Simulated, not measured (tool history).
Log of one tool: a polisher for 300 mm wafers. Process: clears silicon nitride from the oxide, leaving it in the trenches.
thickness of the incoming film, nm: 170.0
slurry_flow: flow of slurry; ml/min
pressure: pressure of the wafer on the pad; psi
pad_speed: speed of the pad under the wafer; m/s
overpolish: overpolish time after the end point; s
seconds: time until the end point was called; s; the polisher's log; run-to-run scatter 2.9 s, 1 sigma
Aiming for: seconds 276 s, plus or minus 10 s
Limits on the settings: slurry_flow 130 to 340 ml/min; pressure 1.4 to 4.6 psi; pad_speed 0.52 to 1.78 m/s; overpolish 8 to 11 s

| run | day | slurry_flow | pressure | pad_speed | overpolish | seconds |
|---|---|---|---|---|---|---|
| 1 | 0 | 220 | 3 | 1.14 | 11 | 164.39 |
| 2 | 0.121 | 220 | 3.5 | 1.14 | 11 | 147.22 |
| 3 | 0.338 | 220 | 3.2 | 1.12 | 11 | 159.04 |
| 4 | 0.492 | 250 | 3.2 | 1.12 | 11 | 155.38 |
| 5 | 0.512 | 250 | 3.9 | 1.12 | 11 | 131.38 |
| 6 | 0.725 | 250 | 3.9 | 1.12 | 8 | 133.18 |
| 7 | 1.038 | 245 | 3.1 | 1.08 | 8 | 165.29 |
| 8 | 1.225 | 240 | 2.8 | 1.06 | 8 | 186.48 |
| 9 | 1.312 | 240 | 2.6 | 1.06 | 8 | 195.13 |
| 10 | 1.571 | 240 | 2.4 | 1.06 | 8 | 206.34 |
| 11 | 1.904 | 240 | 2.2 | 1.06 | 8 | 220.03 |
| 12 | 2.146 | 240 | 2.1 | 1.06 | 8 | 226.15 |
| 13 | 2.488 | 240 | 2 | 1.06 | 8 | 229.68 |
| 14 | 2.588 | 240 | 2 | 1.06 | 8 | 233.47 |
| 15 | 2.629 | 240 | 1.9 | 1.06 | 8 | 242.11 |
| 16 | 2.975 | 240 | 1.8 | 1.06 | 8 | 248.89 |
| 17 | 3.088 | 240 | 1.7 | 1.06 | 8 | 264.11 |

Which single option among these 4 for the next run brings every result within its allowed miss of target? Just one does.
| A | 3.2 | 215 | 1.7 | 1.08 | 11 | ? |
| B | 3.2 | 225 | 1.4 | 1.16 | 8 | ? |
| C | 3.2 | 240 | 1.7 | 1.12 | 11 | ? |
| D | 3.2 | 230 | 1.6 | 1.16 | 10 | ? |

| move | seconds |
|---|---|
| A | 258.36 |
| B | 273.64 |
| C | 247.61 |
| D | 250.91 |
A: the biggest miss grows against the last run
B: all results in spec
C: the biggest miss grows against the last run
D: the biggest miss grows against the last run
The right move is B.

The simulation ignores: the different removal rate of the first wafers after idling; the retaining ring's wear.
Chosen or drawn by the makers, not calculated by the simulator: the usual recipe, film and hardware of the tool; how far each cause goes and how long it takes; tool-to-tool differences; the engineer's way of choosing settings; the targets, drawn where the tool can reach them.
